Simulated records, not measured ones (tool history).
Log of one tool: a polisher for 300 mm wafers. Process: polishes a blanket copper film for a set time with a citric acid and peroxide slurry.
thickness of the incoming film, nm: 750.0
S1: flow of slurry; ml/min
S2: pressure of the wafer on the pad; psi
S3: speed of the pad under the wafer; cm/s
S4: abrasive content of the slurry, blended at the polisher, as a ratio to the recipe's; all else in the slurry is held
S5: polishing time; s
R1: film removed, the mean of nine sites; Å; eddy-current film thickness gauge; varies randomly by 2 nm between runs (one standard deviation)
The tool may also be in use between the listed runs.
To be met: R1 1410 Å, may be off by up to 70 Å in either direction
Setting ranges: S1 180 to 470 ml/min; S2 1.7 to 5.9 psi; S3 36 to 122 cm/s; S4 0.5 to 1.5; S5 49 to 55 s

| run | hour | S1 | S2 | S3 | S4 | S5 | R1 |
|---|---|---|---|---|---|---|---|
| 1 | 0 | 300 | 3.8 | 78 | 1 | 55 | 1071.4 |
| 2 | 7.9 | 350 | 3.8 | 78 | 1 | 55 | 1071.4 |
| 3 | 10.3 | 350 | 4.1 | 78 | 1 | 55 | 1164.7 |
| 4 | 17.7 | 350 | 4.1 | 78 | 1.1 | 55 | 1192.1 |
| 5 | 21.9 | 385 | 4.1 | 78 | 1.1 | 55 | 1198.7 |
| 6 | 30.7 | 385 | 4.1 | 78 | 1 | 55 | 1208.6 |
| 7 | 39.1 | 385 | 4.1 | 78 | 1 | 55 | 1201.5 |
| 8 | 44.5 | 385 | 4.2 | 78 | 1 | 55 | 1207.4 |
| 9 | 45.3 | 385 | 4.4 | 78 | 1 | 55 | 1264.7 |

Which of these 5 next moves meets every target?
| A | 46.1 | 465 | 4.4 | 84 | 1.15 | 55 | ? |
| B | 46.1 | 360 | 4.6 | 94 | 1.05 | 55 | ? |
| C | 46.1 | 370 | 4.9 | 90 | 0.95 | 55 | ? |
| D | 46.1 | 365 | 5.1 | 82 | 1.3 | 55 | ? |
| E | 46.1 | 345 | 4.8 | 90 | 1.05 | 55 | ? |

| move | R1 |
|---|---|
| A | 1435.5 |
| B | 1596.1 |
| C | 1596.6 |
| D | 1611 |
| E | 1587.5 |
A: hits every target within its allowed miss
B: moves the result that the last run missed by most past its target, out the other side
C: moves the result that the last run missed by most past its target, out the other side
D: moves the result that the last run missed by most past its target, out the other side
E: moves the result that the last run missed by most past its target, out the other side
A is the move that brings every result within its allowed miss.
